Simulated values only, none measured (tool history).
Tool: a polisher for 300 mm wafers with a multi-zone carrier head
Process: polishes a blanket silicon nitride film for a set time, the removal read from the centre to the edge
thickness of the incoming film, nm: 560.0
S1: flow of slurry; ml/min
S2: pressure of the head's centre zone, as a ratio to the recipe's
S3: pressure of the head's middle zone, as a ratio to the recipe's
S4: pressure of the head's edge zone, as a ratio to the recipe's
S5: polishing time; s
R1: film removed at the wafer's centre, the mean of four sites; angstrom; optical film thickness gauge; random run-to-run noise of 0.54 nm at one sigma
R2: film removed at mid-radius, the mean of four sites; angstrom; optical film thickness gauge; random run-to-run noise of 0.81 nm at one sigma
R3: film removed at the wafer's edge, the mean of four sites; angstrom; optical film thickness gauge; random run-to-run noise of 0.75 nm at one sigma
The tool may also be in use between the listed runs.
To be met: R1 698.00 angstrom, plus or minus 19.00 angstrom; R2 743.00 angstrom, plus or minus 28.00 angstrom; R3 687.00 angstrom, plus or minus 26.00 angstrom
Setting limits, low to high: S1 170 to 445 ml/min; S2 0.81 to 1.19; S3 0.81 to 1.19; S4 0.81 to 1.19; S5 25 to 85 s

run 1 hour=0.0 | S1=285 S2=1.00 S3=1.00 S4=1.00 S5=55 | R1=934.33 R2=966.04 R3=950.94
run 2 hour=7.5 | S1=285 S2=0.99 S3=1.00 S4=0.97 S5=52 | R1=879.08 R2=915.33 R3=860.37
run 3 hour=11.6 | S1=285 S2=1.07 S3=1.00 S4=0.97 S5=52 | R1=928.00 R2=911.97 R3=888.29
run 4 hour=13.4 | S1=285 S2=1.07 S3=0.95 S4=0.97 S5=52 | R1=947.25 R2=865.47 R3=881.91
run 5 hour=18.3 | S1=285 S2=1.07 S3=1.00 S4=0.97 S5=52 | R1=948.32 R2=915.52 R3=887.11
run 6 hour=22.1 | S1=280 S2=1.02 S3=0.98 S4=0.94 S5=51 | R1=873.67 R2=883.00 R3=852.01
-- hour=29.7 worn pad replaced by a new one
run 7 hour=29.7 | S1=295 S2=1.01 S3=0.97 S4=0.92 S5=49 | R1=920.32 R2=934.43 R3=891.66
run 8 hour=37.8 | S1=270 S2=1.01 S3=0.98 S4=0.93 S5=49 | R1=914.61 R2=897.95 R3=892.01
run 9 hour=42.2 | S1=295 S2=1.02 S3=0.98 S4=0.97 S5=48 | R1=919.35 R2=907.40 R3=869.31
run 10 hour=44.3 | S1=275 S2=1.01 S3=1.00 S4=0.96 S5=45 | R1=842.40 R2=862.89 R3=841.46
run 11 hour=53.2 | S1=275 S2=1.02 S3=1.02 S4=0.95 S5=41 | R1=775.74 R2=798.14 R3=741.05

Consider the 4 candidate settings below. Which is the only one whose results all fall within their allowed miss of target?
run A hour=62.1 | S1=335 S2=1.08 S3=1.02 S4=0.92 S5=37 | R1=? R2=? R3=?
run B hour=62.1 | S1=355 S2=0.98 S3=1.03 S4=0.92 S5=37 | R1=? R2=? R3=?
run C hour=62.1 | S1=335 S2=0.97 S3=1.12 S4=0.91 S5=38 | R1=? R2=? R3=?
run D hour=62.1 | S1=325 S2=1.08 S3=1.05 S4=0.96 S5=37 | R1=? R2=? R3=?

move=A R1=745.79 R2=740.15 R3=669.22
move=B R1=687.41 R2=749.25 R3=671.82
move=C R1=695.90 R2=810.57 R3=683.53
move=D R1=743.56 R2=752.57 R3=679.44
A: nearer than the last run, and not there yet
B: every result within its allowed miss
C: gets the furthest-off result to its target, but another result is out of tolerance
D: nearer than the last run, and not there yet
The right move is B.
